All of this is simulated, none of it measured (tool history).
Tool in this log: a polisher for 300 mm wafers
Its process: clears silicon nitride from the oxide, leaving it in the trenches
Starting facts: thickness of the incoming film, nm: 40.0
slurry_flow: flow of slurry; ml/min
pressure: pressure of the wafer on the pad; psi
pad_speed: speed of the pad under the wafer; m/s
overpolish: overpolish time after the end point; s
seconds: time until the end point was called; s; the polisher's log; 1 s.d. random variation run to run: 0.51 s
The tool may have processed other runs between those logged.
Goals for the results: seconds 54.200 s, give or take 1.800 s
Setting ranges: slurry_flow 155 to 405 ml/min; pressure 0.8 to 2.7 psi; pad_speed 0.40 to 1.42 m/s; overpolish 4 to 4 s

run,hour,slurry_flow,pressure,pad_speed,overpolish,seconds
1,0.0,260,1.7,0.90,4,64.941
2,4.7,315,1.7,0.90,4,62.789
3,7.6,320,1.7,0.90,4,63.104
4,11.9,320,1.4,0.90,4,73.185
5,16.2,320,1.5,0.90,4,68.326
6,18.1,325,1.6,0.90,4,65.896
7,20.4,325,1.7,0.90,4,63.422
8,27.9,325,1.8,0.90,4,60.470
9,34.1,325,1.9,0.90,4,57.652

Which one of the following 4 next-run settings gets every result inside its allowed miss? There is exactly one.
A,40.3,380,2.0,0.90,4,?
B,40.3,300,2.0,0.82,4,?
C,40.3,305,2.1,0.80,4,?
D,40.3,305,1.7,0.90,4,?

move,seconds
A,54.715
B,61.182
C,60.053
D,63.703
A: every result within its allowed miss
B: misses by more than the last run did
C: misses by more than the last run did
D: misses by more than the last run did
Answer: A

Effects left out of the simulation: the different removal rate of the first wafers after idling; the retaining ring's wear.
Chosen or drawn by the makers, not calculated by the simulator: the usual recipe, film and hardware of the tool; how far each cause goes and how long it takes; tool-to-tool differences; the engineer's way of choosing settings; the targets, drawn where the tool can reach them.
